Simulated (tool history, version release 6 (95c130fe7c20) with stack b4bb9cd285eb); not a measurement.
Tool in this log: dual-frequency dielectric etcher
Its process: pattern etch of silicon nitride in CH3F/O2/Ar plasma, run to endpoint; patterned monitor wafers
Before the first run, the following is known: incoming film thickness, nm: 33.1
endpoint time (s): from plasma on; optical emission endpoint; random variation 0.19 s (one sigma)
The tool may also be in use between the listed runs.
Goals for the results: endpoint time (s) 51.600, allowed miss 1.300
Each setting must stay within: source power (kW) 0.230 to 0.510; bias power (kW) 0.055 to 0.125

| run | hour | source power (kW) | bias power (kW) | endpoint time (s) |
|---|---|---|---|---|
| 1 | 0.0 | 0.370 | 0.090 | 45.566 |
| 2 | 1.0 | 0.350 | 0.089 | 46.212 |
| 3 | 8.8 | 0.340 | 0.087 | 47.528 |
| 4 | 13.4 | 0.400 | 0.087 | 44.949 |
| 5 | 21.5 | 0.370 | 0.087 | 46.176 |
| 6 | 22.2 | 0.360 | 0.086 | 46.622 |
| 7 | 26.8 | 0.360 | 0.086 | 46.561 |
| 8 | 33.8 | 0.350 | 0.085 | 47.197 |
| 9 | 38.7 | 0.340 | 0.084 | 48.177 |
| 10 | 46.4 | 0.330 | 0.083 | 49.002 |
| 11 | 55.3 | 0.320 | 0.083 | 48.971 |
| 12 | 57.4 | 0.310 | 0.082 | 49.961 |

5 candidate next runs follow, results not yet known. Just one meets every target within its allowed miss. Identify it.
| A | 59.5 | 0.290 | 0.111 | ? |
| B | 59.5 | 0.280 | 0.072 | ? |
| C | 59.5 | 0.290 | 0.079 | ? |
| D | 59.5 | 0.330 | 0.087 | ? |
| E | 59.5 | 0.240 | 0.082 | ? |

| move | endpoint time (s) |
|---|---|
| A | 45.653 |
| B | 53.906 |
| C | 51.589 |
| D | 47.712 |
| E | 54.288 |
A: moves away from the targets compared with the last run
B: pushes the last run's worst result past its target
C: in spec on every target
D: moves away from the targets compared with the last run
E: pushes the last run's worst result past its target
C meets every target.
